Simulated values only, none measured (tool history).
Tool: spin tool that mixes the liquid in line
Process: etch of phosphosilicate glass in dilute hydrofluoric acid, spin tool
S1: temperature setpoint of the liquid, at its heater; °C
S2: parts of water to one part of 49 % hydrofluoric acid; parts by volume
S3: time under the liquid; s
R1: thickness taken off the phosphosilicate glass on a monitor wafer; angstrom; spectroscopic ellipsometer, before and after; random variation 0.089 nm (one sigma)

run 1 day=0 | S1=20 S2=255 S3=15 | R1=80.732
run 2 day=0.242 | S1=21 S2=255 S3=15 | R1=84.859
run 3 day=0.596 | S1=21 S2=255 S3=15 | R1=83.387
run 4 day=0.675 | S1=21 S2=255 S3=15 | R1=84.691
run 5 day=1.025 | S1=21 S2=175 S3=15 | R1=130.92
run 6 day=1.325 | S1=21 S2=175 S3=15 | R1=135.52
run 7 day=1.404 | S1=20 S2=185 S3=15 | R1=120.4
run 8 day=1.508 | S1=19.5 S2=190 S3=15 | R1=114.21
run 9 day=1.554 | S1=19 S2=195 S3=15 | R1=107.84

The next listed run, before its measurement:
run 10 day=1.75 | S1=18.5 S2=195 S3=15 | R1=?

{"run 10": {"R1": 104.97}}
